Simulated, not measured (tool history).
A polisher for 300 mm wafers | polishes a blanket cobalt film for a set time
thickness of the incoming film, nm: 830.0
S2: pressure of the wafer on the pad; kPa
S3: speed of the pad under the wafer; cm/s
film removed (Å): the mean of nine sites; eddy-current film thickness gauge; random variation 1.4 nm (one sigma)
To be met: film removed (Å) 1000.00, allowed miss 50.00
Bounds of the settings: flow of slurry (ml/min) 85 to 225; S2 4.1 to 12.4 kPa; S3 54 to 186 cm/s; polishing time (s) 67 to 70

Run 1, hour 0.0: flow of slurry (ml/min) 145, S2 8.3 kPa, S3 118 cm/s, polishing time (s) 67. Result: film removed (Å) 2354.90.
Run 2, hour 7.8: flow of slurry (ml/min) 145, S2 8.3 kPa, S3 144 cm/s, polishing time (s) 67. Result: film removed (Å) 2928.90.
Run 3, hour 16.1: flow of slurry (ml/min) 145, S2 8.3 kPa, S3 144 cm/s, polishing time (s) 70. Result: film removed (Å) 3005.90.
Run 4, hour 19.2: flow of slurry (ml/min) 140, S2 6.9 kPa, S3 120 cm/s, polishing time (s) 69. Result: film removed (Å) 2034.80.
Run 5, hour 24.9: flow of slurry (ml/min) 140, S2 6.9 kPa, S3 120 cm/s, polishing time (s) 70. Result: film removed (Å) 2083.50.
Run 6, hour 32.6: flow of slurry (ml/min) 140, S2 6.2 kPa, S3 106 cm/s, polishing time (s) 69. Result: film removed (Å) 1606.10.
Run 7, hour 33.3: flow of slurry (ml/min) 140, S2 5.5 kPa, S3 100 cm/s, polishing time (s) 69. Result: film removed (Å) 1421.10.
Run 8, hour 39.1: flow of slurry (ml/min) 140, S2 4.8 kPa, S3 94 cm/s, polishing time (s) 69. Result: film removed (Å) 1161.60.
Run 9, hour 43.6: flow of slurry (ml/min) 140, S2 4.8 kPa, S3 92 cm/s, polishing time (s) 69. Result: film removed (Å) 1131.50.
Run 10, hour 46.1: flow of slurry (ml/min) 140, S2 4.8 kPa, S3 92 cm/s, polishing time (s) 69. Result: film removed (Å) 1144.20.
Run 11, hour 53.3: flow of slurry (ml/min) 135, S2 4.1 kPa, S3 86 cm/s, polishing time (s) 69. Result: film removed (Å) 901.91.
Run 12, hour 57.1: flow of slurry (ml/min) 160, S2 4.1 kPa, S3 86 cm/s, polishing time (s) 69. Result: film removed (Å) 938.32.
Run 13, hour 59.6: flow of slurry (ml/min) 160, S2 4.8 kPa, S3 86 cm/s, polishing time (s) 69. Result: film removed (Å) 1101.30.
Run 14, hour 60.2: flow of slurry (ml/min) 155, S2 4.1 kPa, S3 86 cm/s, polishing time (s) 69. Result: film removed (Å) 962.72.

5 next moves are on the table. One of them brings every result within its allowed miss. Which?
Run A, hour 60.8: flow of slurry (ml/min) 135, S2 4.1 kPa, S3 84 cm/s, polishing time (s) 67. Result: film removed (Å) ?.
Run B, hour 60.8: flow of slurry (ml/min) 175, S2 4.1 kPa, S3 82 cm/s, polishing time (s) 67. Result: film removed (Å) ?.
Run C, hour 60.8: flow of slurry (ml/min) 165, S2 4.1 kPa, S3 82 cm/s, polishing time (s) 67. Result: film removed (Å) ?.
Run D, hour 60.8: flow of slurry (ml/min) 170, S2 4.1 kPa, S3 92 cm/s, polishing time (s) 67. Result: film removed (Å) ?.
Run E, hour 60.8: flow of slurry (ml/min) 160, S2 4.1 kPa, S3 84 cm/s, polishing time (s) 68. Result: film removed (Å) ?.

move  film removed (Å)
   A            869.79
   B            891.86
   C            883.22
   D            991.30
   E            912.44
A: further off than the last run
B: further off than the last run
C: further off than the last run
D: meets every target
E: further off than the last run
Answer: D
